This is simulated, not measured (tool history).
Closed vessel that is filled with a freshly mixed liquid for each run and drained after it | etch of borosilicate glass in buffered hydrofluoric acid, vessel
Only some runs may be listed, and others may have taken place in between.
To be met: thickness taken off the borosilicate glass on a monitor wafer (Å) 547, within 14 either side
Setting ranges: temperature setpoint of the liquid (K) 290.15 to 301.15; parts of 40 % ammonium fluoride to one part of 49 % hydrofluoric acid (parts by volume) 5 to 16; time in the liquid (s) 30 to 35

run    day  temperature setpoint of the liquid (K)  parts of 40 % ammonium fluoride to one part of 49 % hydrofluoric acid (parts by volume)  time in the liquid (s)  thickness taken off the borosilicate glass on a monitor wafer (Å)
  1      0                                  293.15                                                                                      9.5                      35                                                             353.29
  2  0.217                                  293.15                                                                                      9.5                      35                                                             357.75
  3  0.529                                  294.15                                                                                      9.5                      35                                                              372.7
  4  0.821                                  294.15                                                                                      9.5                      30                                                             320.82
  5  1.042                                  294.65                                                                                        9                      30                                                             346.84
  6  1.217                                  295.15                                                                                      8.5                      30                                                             368.01
  7  1.554                                  295.65                                                                                        8                      30                                                             402.51
  8  1.767                                  296.15                                                                                        8                      30                                                             415.61
  9  1.996                                  296.65                                                                                        8                      30                                                             422.24
 10  2.325                                  297.15                                                                                        8                      30                                                             439.03

Exercise: of the 4 proposed moves below, exactly one satisfies all targets within the stated allowed misses. Which move is it?
  A  2.654                                  298.15                                                                                      7.5                      35                                                                  ?
  B  2.654                                  297.15                                                                                      7.5                      35                                                                  ?
  C  2.654                                  297.15                                                                                        7                      35                                                                  ?
  D  2.654                                  298.15                                                                                      6.5                      30                                                                  ?

move  thickness taken off the borosilicate glass on a monitor wafer (Å)
   A                                                             575.04
   B                                                             545.26
   C                                                             588.34
   D                                                             577.06
A: the result that was furthest off in the last run now lies on the other side of its target
B: in spec on every target
C: the result that was furthest off in the last run now lies on the other side of its target
D: the result that was furthest off in the last run now lies on the other side of its target
The move that meets every target is B.
